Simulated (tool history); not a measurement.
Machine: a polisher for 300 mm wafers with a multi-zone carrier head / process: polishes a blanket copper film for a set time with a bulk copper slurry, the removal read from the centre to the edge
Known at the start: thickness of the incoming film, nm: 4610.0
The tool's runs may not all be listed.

run  hour  flow of slurry (ml/min)  pressure of the head's centre zone  pressure of the head's middle zone  pressure of the head's edge zone  abrasive content of the slurry  polishing time (s)  film removed at the wafer's centre (nm)  film removed at mid-radius (nm)  film removed at the wafer's edge (nm)
  1   0.0                      165                                1.00                                1.00                              1.00                            1.00                  46                                   437.94                           430.05                                 438.34
  2   3.7                      160                                1.02                                0.99                              0.95                            0.85                  42                                   397.17                           380.38                                 380.87
  3   5.0                      160                                1.02                                1.04                              0.95                            0.85                  42                                   387.20                           388.18                                 377.29
  4   9.7                      155                                1.04                                1.02                              0.92                            0.75                  39                                   355.52                           345.78                                 327.16
  5  14.3                      155                                1.11                                1.02                              0.92                            0.75                  39                                   373.92                           344.85                                 331.65
  6  22.9                      145                                1.09                                0.99                              0.90                            0.65                  38                                   348.09                           312.31                                 304.65

Run 7 is up next; what results do you expect?
  7  26.7                      135                                1.07                                0.98                              0.88                            0.60                  38                                        ?                                ?                                      ?

Run 7 produced film removed at the wafer's centre (nm) 326.98, film removed at mid-radius (nm) 296.50, film removed at the wafer's edge (nm) 291.83.
